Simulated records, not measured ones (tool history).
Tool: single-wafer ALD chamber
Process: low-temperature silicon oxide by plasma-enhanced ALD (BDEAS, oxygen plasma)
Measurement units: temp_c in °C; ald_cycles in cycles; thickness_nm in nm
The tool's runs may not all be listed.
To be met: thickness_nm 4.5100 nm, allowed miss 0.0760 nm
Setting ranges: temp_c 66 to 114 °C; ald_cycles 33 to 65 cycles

run	hour	temp_c	ald_cycles	thickness_nm
1	0.0	90	49	6.0388
2	1.7	90	46	5.6651
3	10.8	95	44	5.3362
4	15.8	95	41	4.9737
5	20.6	99	40	4.7897
6	29.4	104	40	4.7153
7	31.2	106	40	4.7257
8	38.8	107	40	4.7002
9	44.1	108	40	4.6949
10	46.7	109	40	4.7059

Pick the move, out of 5, that brings all results within their allowed miss; only one does.
A	49.3	101	39	?
B	49.3	102	38	?
C	49.3	107	40	?
D	49.3	114	41	?
E	49.3	104	40	?

move	thickness_nm
A	4.6412
B	4.5141
C	4.7091
D	4.7658
E	4.7347
A: nearer the targets than the last run, but a result is still out of spec
B: every result lands within tolerance
C: no nearer and no further than the last run
D: the biggest miss grows against the last run
E: the biggest miss grows against the last run
Correct choice: B, which meets every target

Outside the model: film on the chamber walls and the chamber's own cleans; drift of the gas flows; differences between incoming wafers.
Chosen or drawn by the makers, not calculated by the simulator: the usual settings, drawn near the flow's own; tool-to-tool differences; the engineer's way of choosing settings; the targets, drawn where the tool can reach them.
